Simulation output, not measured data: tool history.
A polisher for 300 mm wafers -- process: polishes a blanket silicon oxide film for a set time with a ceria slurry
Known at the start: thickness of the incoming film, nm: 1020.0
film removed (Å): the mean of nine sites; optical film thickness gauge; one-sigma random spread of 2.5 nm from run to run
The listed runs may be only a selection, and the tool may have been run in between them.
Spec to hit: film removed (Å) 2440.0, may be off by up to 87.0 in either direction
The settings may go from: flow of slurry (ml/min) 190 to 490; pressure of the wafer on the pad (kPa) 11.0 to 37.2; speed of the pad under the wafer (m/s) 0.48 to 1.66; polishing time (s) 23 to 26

run  hour  flow of slurry (ml/min)  pressure of the wafer on the pad (kPa)  speed of the pad under the wafer (m/s)  polishing time (s)  film removed (Å)
  1   0.0                      315                                    24.1                                    1.06                  26            1473.7
  2   0.6                      315                                    26.9                                    1.06                  26            1611.7
  3   6.6                      315                                    29.6                                    1.08                  26            1808.8
  4  10.0                      315                                    31.7                                    1.10                  26            1953.9
  5  13.8                      315                                    33.1                                    1.12                  26            2102.7
  6  15.1                      285                                    33.1                                    1.12                  26            2062.2
  7  18.7                      285                                    33.1                                    1.12                  26            2053.9
  8  20.7                      285                                    37.2                                    1.12                  26            2325.4
  9  29.0                      285                                    37.2                                    1.12                  26            2293.6

Which single option among these 4 for the next run brings every result within its allowed miss of target? Just one does.
  A  37.3                      385                                    36.5                                    1.12                  25                 ?
  B  37.3                      255                                    33.8                                    1.30                  26                 ?
  C  37.3                      295                                    36.5                                    1.14                  25                 ?
  D  37.3                      245                                    37.2                                    1.04                  26                 ?

move  film removed (Å)
   A            2221.3
   B            2387.3
   C            2215.1
   D            2116.7
A: the biggest miss grows against the last run
B: every result within its allowed miss
C: the biggest miss grows against the last run
D: the biggest miss grows against the last run
The right move is B.

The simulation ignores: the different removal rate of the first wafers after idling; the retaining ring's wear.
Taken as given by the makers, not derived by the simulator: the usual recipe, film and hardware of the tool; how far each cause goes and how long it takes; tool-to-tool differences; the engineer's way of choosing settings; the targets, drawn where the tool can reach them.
